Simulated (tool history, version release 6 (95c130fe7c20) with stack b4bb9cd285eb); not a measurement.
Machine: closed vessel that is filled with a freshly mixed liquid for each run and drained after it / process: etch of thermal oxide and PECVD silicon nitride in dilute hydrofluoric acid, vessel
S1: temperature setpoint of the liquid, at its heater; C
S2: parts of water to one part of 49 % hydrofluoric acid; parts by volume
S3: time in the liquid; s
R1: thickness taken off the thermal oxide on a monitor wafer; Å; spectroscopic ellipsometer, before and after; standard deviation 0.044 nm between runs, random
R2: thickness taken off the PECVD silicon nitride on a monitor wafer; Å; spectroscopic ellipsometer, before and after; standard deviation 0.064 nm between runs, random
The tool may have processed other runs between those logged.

run  hour    S1   S2    S3      R1      R2
  1     0    23  260  1800  255.43  370.12
  2   7.1  22.5  305  1840  210.18  311.59
  3    12  22.5  305  2395  272.26  407.76
  4    20  22.5  305  1895  215.55  320.58
  5  22.5  22.5  340  1935  191.88   296.1
  6  29.1    24  340  1935  202.54  327.06
  7  35.3    23  370  1990  179.72   289.6

For run 8, what comes out?
  8  43.4  23  370  1990   ?   ?

R1: 179.35 Å
R2: 289.57 Å
